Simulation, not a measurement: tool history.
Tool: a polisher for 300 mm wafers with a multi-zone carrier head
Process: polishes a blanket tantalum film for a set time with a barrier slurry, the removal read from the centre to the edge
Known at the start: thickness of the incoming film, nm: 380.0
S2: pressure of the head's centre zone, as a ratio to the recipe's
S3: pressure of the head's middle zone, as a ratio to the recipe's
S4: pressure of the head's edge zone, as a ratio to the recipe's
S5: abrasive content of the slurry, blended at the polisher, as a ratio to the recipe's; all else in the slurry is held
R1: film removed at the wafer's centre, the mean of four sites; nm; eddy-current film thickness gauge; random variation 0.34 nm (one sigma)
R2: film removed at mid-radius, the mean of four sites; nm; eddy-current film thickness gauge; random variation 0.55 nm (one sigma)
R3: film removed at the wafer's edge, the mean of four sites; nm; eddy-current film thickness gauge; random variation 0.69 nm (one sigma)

Run 1, hour 0.0: flow of slurry (ml/min) 230, S2 1.00, S3 1.00, S4 1.00, S5 1.00, polishing time (s) 31. Result: R1 61.512 nm, R2 58.767 nm, R3 60.869 nm.
Run 2, hour 7.0: flow of slurry (ml/min) 230, S2 0.92, S3 1.00, S4 1.00, S5 1.00, polishing time (s) 31. Result: R1 55.666 nm, R2 59.600 nm, R3 60.804 nm.
Run 3, hour 10.0: flow of slurry (ml/min) 230, S2 0.99, S3 1.00, S4 1.00, S5 1.00, polishing time (s) 31. Result: R1 59.706 nm, R2 60.691 nm, R3 60.212 nm.
Run 4, hour 17.2: flow of slurry (ml/min) 230, S2 0.99, S3 1.00, S4 1.06, S5 1.00, polishing time (s) 31. Result: R1 60.990 nm, R2 59.902 nm, R3 60.639 nm.
Run 5, hour 19.4: flow of slurry (ml/min) 230, S2 0.99, S3 1.00, S4 1.06, S5 1.10, polishing time (s) 31. Result: R1 62.636 nm, R2 61.851 nm, R3 64.283 nm.
Run 6, hour 26.8: flow of slurry (ml/min) 230, S2 0.99, S3 0.92, S4 1.06, S5 1.10, polishing time (s) 31. Result: R1 62.806 nm, R2 57.305 nm, R3 64.080 nm.
Run 7, hour 34.3: flow of slurry (ml/min) 225, S2 0.97, S3 0.91, S4 1.05, S5 1.00, polishing time (s) 31. Result: R1 58.320 nm, R2 55.184 nm, R3 61.347 nm.
Run 8, hour 38.8: flow of slurry (ml/min) 220, S2 0.96, S3 0.90, S4 1.04, S5 0.95, polishing time (s) 31. Result: R1 57.022 nm, R2 52.437 nm, R3 59.225 nm.
Run 9, hour 43.7: flow of slurry (ml/min) 215, S2 0.95, S3 0.90, S4 1.03, S5 0.90, polishing time (s) 31. Result: R1 55.399 nm, R2 53.350 nm, R3 57.886 nm.
Run 10, hour 47.3: flow of slurry (ml/min) 205, S2 0.91, S3 0.81, S4 1.05, S5 0.65, polishing time (s) 29. Result: R1 41.308 nm, R2 38.130 nm, R3 47.056 nm.
Run 11, hour 49.1: flow of slurry (ml/min) 220, S2 0.92, S3 0.84, S4 1.06, S5 0.65, polishing time (s) 29. Result: R1 43.102 nm, R2 39.238 nm, R3 46.709 nm.
Run 12, hour 56.2: flow of slurry (ml/min) 215, S2 0.92, S3 0.85, S4 1.06, S5 0.70, polishing time (s) 29. Result: R1 45.096 nm, R2 42.529 nm, R3 48.381 nm.
Run 13, hour 57.6: flow of slurry (ml/min) 215, S2 0.92, S3 0.85, S4 1.07, S5 0.75, polishing time (s) 29. Result: R1 45.956 nm, R2 42.689 nm, R3 51.580 nm.
Run 14, hour 58.8: flow of slurry (ml/min) 220, S2 0.92, S3 0.86, S4 1.07, S5 0.75, polishing time (s) 29. Result: R1 46.662 nm, R2 42.684 nm, R3 51.778 nm.
Run 15, hour 61.8: flow of slurry (ml/min) 250, S2 0.91, S3 0.96, S4 1.07, S5 0.80, polishing time (s) 29. Result: R1 47.643 nm, R2 50.476 nm, R3 52.926 nm.
Run 16, hour 68.9: flow of slurry (ml/min) 245, S2 0.91, S3 0.95, S4 1.07, S5 0.80, polishing time (s) 29. Result: R1 48.295 nm, R2 48.937 nm, R3 53.695 nm.
Run 17, hour 70.5: flow of slurry (ml/min) 230, S2 0.92, S3 0.92, S4 1.05, S5 0.75, polishing time (s) 29. Result: R1 46.510 nm, R2 45.939 nm, R3 50.667 nm.

The next listed run, before its measurement:
Run 18, hour 73.4: flow of slurry (ml/min) 235, S2 0.92, S3 0.92, S4 1.06, S5 0.75, polishing time (s) 29. Result: R1 ?, R2 ?, R3 ?.

Run 18 gave R1 46.311 nm, R2 45.681 nm, R3 51.670 nm.
